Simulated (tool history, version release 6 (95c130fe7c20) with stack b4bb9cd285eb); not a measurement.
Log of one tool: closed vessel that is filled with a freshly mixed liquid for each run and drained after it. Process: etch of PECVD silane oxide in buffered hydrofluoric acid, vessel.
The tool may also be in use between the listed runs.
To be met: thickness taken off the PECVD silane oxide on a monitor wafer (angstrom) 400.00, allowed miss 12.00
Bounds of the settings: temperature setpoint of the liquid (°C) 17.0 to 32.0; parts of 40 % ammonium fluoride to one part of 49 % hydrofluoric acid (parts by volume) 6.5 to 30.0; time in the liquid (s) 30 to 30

| run | day | temperature setpoint of the liquid (°C) | parts of 40 % ammonium fluoride to one part of 49 % hydrofluoric acid (parts by volume) | time in the liquid (s) | thickness taken off the PECVD silane oxide on a monitor wafer (angstrom) |
|---|---|---|---|---|---|
| 1 | 0.000 | 24.0 | 19.5 | 30 | 516.78 |
| 2 | 0.338 | 23.0 | 19.5 | 30 | 487.36 |
| 3 | 0.671 | 23.0 | 19.5 | 30 | 495.65 |
| 4 | 1.004 | 23.0 | 14.0 | 30 | 680.86 |
| 5 | 1.379 | 25.0 | 14.0 | 30 | 761.72 |
| 6 | 1.517 | 25.0 | 8.5 | 30 | 1195.20 |
| 7 | 1.829 | 23.5 | 10.0 | 30 | 964.98 |
| 8 | 1.958 | 22.5 | 11.5 | 30 | 800.63 |
| 9 | 2.329 | 21.5 | 12.5 | 30 | 697.22 |
| 10 | 2.412 | 20.5 | 13.0 | 30 | 638.81 |
| 11 | 2.675 | 20.0 | 13.5 | 30 | 598.43 |
| 12 | 3.025 | 19.5 | 14.0 | 30 | 563.56 |
| 13 | 3.158 | 19.0 | 14.5 | 30 | 529.83 |
| 14 | 3.483 | 18.5 | 15.0 | 30 | 495.87 |
| 15 | 3.742 | 18.0 | 15.5 | 30 | 465.52 |
| 16 | 4.067 | 18.0 | 15.5 | 30 | 468.12 |
| 17 | 4.100 | 17.0 | 18.0 | 30 | 381.90 |

4 next moves are on the table. One of them brings every result within its allowed miss. Which?
| A | 4.133 | 17.5 | 17.5 | 30 | ? |
| B | 4.133 | 17.0 | 16.0 | 30 | ? |
| C | 4.133 | 19.5 | 18.0 | 30 | ? |
| D | 4.133 | 18.5 | 17.5 | 30 | ? |

| move | thickness taken off the PECVD silane oxide on a monitor wafer (angstrom) |
|---|---|
| A | 400.86 |
| B | 425.59 |
| C | 436.66 |
| D | 424.31 |
A: meets every target
B: takes the result that was furthest off past its target
C: takes the result that was furthest off past its target
D: takes the result that was furthest off past its target
Answer: A

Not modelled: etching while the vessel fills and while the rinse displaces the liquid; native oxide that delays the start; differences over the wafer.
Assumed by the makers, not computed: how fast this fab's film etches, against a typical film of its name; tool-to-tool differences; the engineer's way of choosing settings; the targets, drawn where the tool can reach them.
